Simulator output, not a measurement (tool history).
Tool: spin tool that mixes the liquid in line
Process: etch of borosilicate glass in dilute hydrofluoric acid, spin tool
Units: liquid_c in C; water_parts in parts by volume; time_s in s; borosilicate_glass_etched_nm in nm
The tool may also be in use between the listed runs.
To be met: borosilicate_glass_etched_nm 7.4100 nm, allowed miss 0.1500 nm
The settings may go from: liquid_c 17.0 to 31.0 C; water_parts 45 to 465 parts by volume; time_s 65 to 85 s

{"run": 1, "hour": 0.0, "liquid_c": 23.0, "water_parts": 255, "time_s": 85, "borosilicate_glass_etched_nm": 8.7616}
{"run": 2, "hour": 7.1, "liquid_c": 21.0, "water_parts": 255, "time_s": 85, "borosilicate_glass_etched_nm": 8.1325}
{"run": 3, "hour": 11.9, "liquid_c": 20.5, "water_parts": 255, "time_s": 85, "borosilicate_glass_etched_nm": 8.0786}
{"run": 4, "hour": 15.9, "liquid_c": 22.0, "water_parts": 255, "time_s": 85, "borosilicate_glass_etched_nm": 8.512}
{"run": 5, "hour": 17.1, "liquid_c": 21.0, "water_parts": 255, "time_s": 85, "borosilicate_glass_etched_nm": 8.1349}
{"run": 6, "hour": 19.3, "liquid_c": 20.5, "water_parts": 255, "time_s": 85, "borosilicate_glass_etched_nm": 8.0636}
{"run": 7, "hour": 27.3, "liquid_c": 20.0, "water_parts": 255, "time_s": 85, "borosilicate_glass_etched_nm": 7.9127}
{"run": 8, "hour": 28.4, "liquid_c": 20.0, "water_parts": 255, "time_s": 85, "borosilicate_glass_etched_nm": 7.9149}
{"run": 9, "hour": 31.5, "liquid_c": 19.5, "water_parts": 255, "time_s": 85, "borosilicate_glass_etched_nm": 7.6973}
{"run": 10, "hour": 37.9, "liquid_c": 19.5, "water_parts": 255, "time_s": 85, "borosilicate_glass_etched_nm": 7.8132}
{"run": 11, "hour": 40.4, "liquid_c": 19.0, "water_parts": 255, "time_s": 85, "borosilicate_glass_etched_nm": 7.5786}

4 next moves are on the table. One of them brings every result within its allowed miss. Which?
{"run": "A", "hour": 42.9, "liquid_c": 18.5, "water_parts": 205, "time_s": 65, "borosilicate_glass_etched_nm": "?"}
{"run": "B", "hour": 42.9, "liquid_c": 20.0, "water_parts": 260, "time_s": 85, "borosilicate_glass_etched_nm": "?"}
{"run": "C", "hour": 42.9, "liquid_c": 21.0, "water_parts": 270, "time_s": 85, "borosilicate_glass_etched_nm": "?"}
{"run": "D", "hour": 42.9, "liquid_c": 18.5, "water_parts": 250, "time_s": 85, "borosilicate_glass_etched_nm": "?"}

move=A borosilicate_glass_etched_nm=7.4892
move=B borosilicate_glass_etched_nm=7.7683
move=C borosilicate_glass_etched_nm=7.6905
move=D borosilicate_glass_etched_nm=7.7043
A: meets every target
B: further off than the last run
C: further off than the last run
D: further off than the last run
Answer: A

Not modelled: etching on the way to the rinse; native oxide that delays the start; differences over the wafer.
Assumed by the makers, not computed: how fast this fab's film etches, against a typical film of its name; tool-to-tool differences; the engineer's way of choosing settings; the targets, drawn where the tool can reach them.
